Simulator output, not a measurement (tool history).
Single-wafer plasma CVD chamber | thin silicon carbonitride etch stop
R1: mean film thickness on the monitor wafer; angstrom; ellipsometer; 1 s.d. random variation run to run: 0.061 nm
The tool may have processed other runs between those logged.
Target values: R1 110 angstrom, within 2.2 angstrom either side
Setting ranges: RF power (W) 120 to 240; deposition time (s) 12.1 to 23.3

{"run": 1, "hour": 0.0, "RF power (W)": 180, "deposition time (s)": 17.7, "R1": 94.19}
{"run": 2, "hour": 6.9, "RF power (W)": 180, "deposition time (s)": 16.3, "R1": 87.667}
{"run": 3, "hour": 15.6, "RF power (W)": 180, "deposition time (s)": 17.9, "R1": 96.214}
{"run": 4, "hour": 22.6, "RF power (W)": 185, "deposition time (s)": 18, "R1": 97.524}
{"run": 5, "hour": 29.3, "RF power (W)": 190, "deposition time (s)": 18.1, "R1": 98.887}
{"run": 6, "hour": 37.4, "RF power (W)": 190, "deposition time (s)": 16.4, "R1": 89.99}
{"run": 7, "hour": 41.6, "RF power (W)": 195, "deposition time (s)": 16.7, "R1": 92.902}
{"run": 8, "hour": 43.1, "RF power (W)": 200, "deposition time (s)": 16.9, "R1": 95.595}

Exercise: of the 5 proposed moves below, exactly one satisfies all targets within the stated allowed misses. Which move is it?
{"run": "A", "hour": 44.6, "RF power (W)": 180, "deposition time (s)": 18.8, "R1": "?"}
{"run": "B", "hour": 44.6, "RF power (W)": 185, "deposition time (s)": 20.3, "R1": "?"}
{"run": "C", "hour": 44.6, "RF power (W)": 210, "deposition time (s)": 20.2, "R1": "?"}
{"run": "D", "hour": 44.6, "RF power (W)": 210, "deposition time (s)": 18.5, "R1": "?"}
{"run": "E", "hour": 44.6, "RF power (W)": 220, "deposition time (s)": 17.9, "R1": "?"}

move=A R1=100.66
move=B R1=110.03
move=C R1=115.65
move=D R1=105.91
move=E R1=104.48
A: closes in on the targets versus the last run, not all within tolerance yet
B: every result within its allowed miss
C: takes the biggest miss from the last run beyond its target
D: closes in on the targets versus the last run, not all within tolerance yet
E: closes in on the targets versus the last run, not all within tolerance yet
Go with B: it meets all targets.

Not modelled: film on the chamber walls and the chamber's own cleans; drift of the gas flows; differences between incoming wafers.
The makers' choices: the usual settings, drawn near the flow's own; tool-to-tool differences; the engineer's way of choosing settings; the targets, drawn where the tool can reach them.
